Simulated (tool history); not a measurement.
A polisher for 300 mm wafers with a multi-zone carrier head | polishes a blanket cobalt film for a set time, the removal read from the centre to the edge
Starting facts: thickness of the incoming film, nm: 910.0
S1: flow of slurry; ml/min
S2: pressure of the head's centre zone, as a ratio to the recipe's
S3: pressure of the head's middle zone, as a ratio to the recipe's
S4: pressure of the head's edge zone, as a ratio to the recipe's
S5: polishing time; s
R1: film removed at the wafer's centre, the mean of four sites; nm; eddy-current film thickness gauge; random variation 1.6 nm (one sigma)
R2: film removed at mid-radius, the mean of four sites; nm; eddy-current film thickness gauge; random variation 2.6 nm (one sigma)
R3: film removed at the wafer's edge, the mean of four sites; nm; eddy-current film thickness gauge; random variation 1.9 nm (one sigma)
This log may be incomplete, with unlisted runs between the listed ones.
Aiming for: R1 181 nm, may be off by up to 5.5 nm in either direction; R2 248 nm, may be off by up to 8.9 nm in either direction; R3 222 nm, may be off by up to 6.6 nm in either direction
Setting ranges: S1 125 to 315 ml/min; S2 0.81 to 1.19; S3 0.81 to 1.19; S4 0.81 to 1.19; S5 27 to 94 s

{"run": 1, "day": 0.0, "S1": 205, "S2": 1, "S3": 1, "S4": 1, "S5": 60, "R1": 252.05, "R2": 254.23, "R3": 257.67}
{"run": 2, "day": 0.167, "S1": 205, "S2": 1, "S3": 1, "S4": 1, "S5": 66, "R1": 280.36, "R2": 285.49, "R3": 281.7}
{"run": 3, "day": 0.271, "S1": 205, "S2": 1, "S3": 1, "S4": 1.05, "S5": 66, "R1": 274.91, "R2": 284.65, "R3": 284.05}
{"run": 4, "day": 0.633, "S1": 205, "S2": 1, "S3": 1.05, "S4": 1.05, "S5": 66, "R1": 278.93, "R2": 299.56, "R3": 284.46}
{"run": 5, "day": 0.767, "S1": 195, "S2": 0.96, "S3": 1.07, "S4": 1.04, "S5": 63, "R1": 250.16, "R2": 290.21, "R3": 274}
{"run": 6, "day": 1.029, "S1": 195, "S2": 0.94, "S3": 1.08, "S4": 1.02, "S5": 60, "R1": 238.66, "R2": 274.31, "R3": 256.65}
{"run": 7, "day": 1.317, "S1": 185, "S2": 0.91, "S3": 1.1, "S4": 1.02, "S5": 58, "R1": 220.23, "R2": 270.81, "R3": 245.36}
{"run": 8, "day": 1.683, "S1": 180, "S2": 0.89, "S3": 1.1, "S4": 1.02, "S5": 57, "R1": 206.77, "R2": 262.43, "R3": 240.12}
{"run": 9, "day": 2.017, "S1": 175, "S2": 0.88, "S3": 1.1, "S4": 1.01, "S5": 57, "R1": 206.12, "R2": 263.44, "R3": 239.69}
{"run": 10, "day": 2.058, "S1": 170, "S2": 0.87, "S3": 1.1, "S4": 1, "S5": 57, "R1": 200.52, "R2": 260.56, "R3": 239.51}
{"run": 11, "day": 2.088, "S1": 165, "S2": 0.86, "S3": 1.1, "S4": 0.99, "S5": 56, "R1": 196.08, "R2": 254.27, "R3": 234.86}
{"run": 12, "day": 2.138, "S1": 165, "S2": 0.85, "S3": 1.11, "S4": 0.98, "S5": 56, "R1": 196.36, "R2": 254.14, "R3": 229.67}
{"run": 13, "day": 2.283, "S1": 160, "S2": 0.84, "S3": 1.11, "S4": 0.98, "S5": 56, "R1": 190.95, "R2": 258.75, "R3": 229.88}
{"run": 14, "day": 2.308, "S1": 155, "S2": 0.84, "S3": 1.11, "S4": 0.97, "S5": 56, "R1": 189.66, "R2": 253.47, "R3": 227.79}

Which single option among these 5 for the next run brings every result within its allowed miss of target? Just one does.
{"run": "A", "day": 2.333, "S1": 145, "S2": 0.87, "S3": 1.18, "S4": 1.07, "S5": 53, "R1": "?", "R2": "?", "R3": "?"}
{"run": "B", "day": 2.333, "S1": 190, "S2": 0.87, "S3": 1.12, "S4": 0.99, "S5": 56, "R1": "?", "R2": "?", "R3": "?"}
{"run": "C", "day": 2.333, "S1": 135, "S2": 0.85, "S3": 0.93, "S4": 1.03, "S5": 58, "R1": "?", "R2": "?", "R3": "?"}
{"run": "D", "day": 2.333, "S1": 160, "S2": 0.84, "S3": 1.06, "S4": 1.01, "S5": 53, "R1": "?", "R2": "?", "R3": "?"}
{"run": "E", "day": 2.333, "S1": 160, "S2": 0.81, "S3": 1, "S4": 1.05, "S5": 56, "R1": "?", "R2": "?", "R3": "?"}

move=A R1=182.94 R2=253.27 R3=223.4
move=B R1=202 R2=266.15 R3=235.63
move=C R1=192.64 R2=223.78 R3=239.51
move=D R1=179.49 R2=234.59 R3=221.01
move=E R1=182.74 R2=235.95 R3=237.39
A: in spec on every target
B: the biggest miss grows against the last run
C: the biggest miss grows against the last run
D: puts the biggest miss on target and leaves a different result outside tolerance
E: puts the biggest miss on target and leaves a different result outside tolerance
Go with A: it meets all targets.

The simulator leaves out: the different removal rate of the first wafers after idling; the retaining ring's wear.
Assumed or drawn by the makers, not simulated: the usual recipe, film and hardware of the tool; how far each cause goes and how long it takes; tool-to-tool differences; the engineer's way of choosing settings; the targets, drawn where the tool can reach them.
